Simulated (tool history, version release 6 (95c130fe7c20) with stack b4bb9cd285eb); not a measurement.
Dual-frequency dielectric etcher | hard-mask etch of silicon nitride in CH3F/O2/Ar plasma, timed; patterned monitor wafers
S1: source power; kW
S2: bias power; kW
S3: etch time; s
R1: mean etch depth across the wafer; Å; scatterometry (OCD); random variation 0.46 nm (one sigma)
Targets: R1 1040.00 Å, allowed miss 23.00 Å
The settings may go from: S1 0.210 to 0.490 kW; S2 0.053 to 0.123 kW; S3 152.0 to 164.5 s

run 1 hour=0.0 | S1=0.350 S2=0.088 S3=164.5 | R1=1257.40
run 2 hour=6.9 | S1=0.330 S2=0.086 S3=164.0 | R1=1212.50
run 3 hour=9.9 | S1=0.330 S2=0.086 S3=164.5 | R1=1213.10
run 4 hour=15.1 | S1=0.330 S2=0.099 S3=164.5 | R1=1284.70
run 5 hour=21.2 | S1=0.300 S2=0.099 S3=164.5 | R1=1255.60
run 6 hour=25.4 | S1=0.300 S2=0.091 S3=164.5 | R1=1203.80
run 7 hour=30.5 | S1=0.290 S2=0.089 S3=164.0 | R1=1178.20
run 8 hour=36.7 | S1=0.220 S2=0.076 S3=161.0 | R1=993.56

5 next moves are on the table. One of them brings every result within its allowed miss. Which?
run A hour=42.9 | S1=0.210 S2=0.095 S3=156.0 | R1=?
run B hour=42.9 | S1=0.220 S2=0.082 S3=152.0 | R1=?
run C hour=42.9 | S1=0.250 S2=0.084 S3=161.5 | R1=?
run D hour=42.9 | S1=0.260 S2=0.061 S3=164.5 | R1=?
run E hour=42.9 | S1=0.220 S2=0.069 S3=164.5 | R1=?

move=A R1=1043.50
move=B R1=968.27
move=C R1=1080.10
move=D R1=974.80
move=E R1=974.46
A: meets every target
B: further off than the last run
C: takes the result that was furthest off past its target
D: further off than the last run
E: further off than the last run
Move A is the one to make.
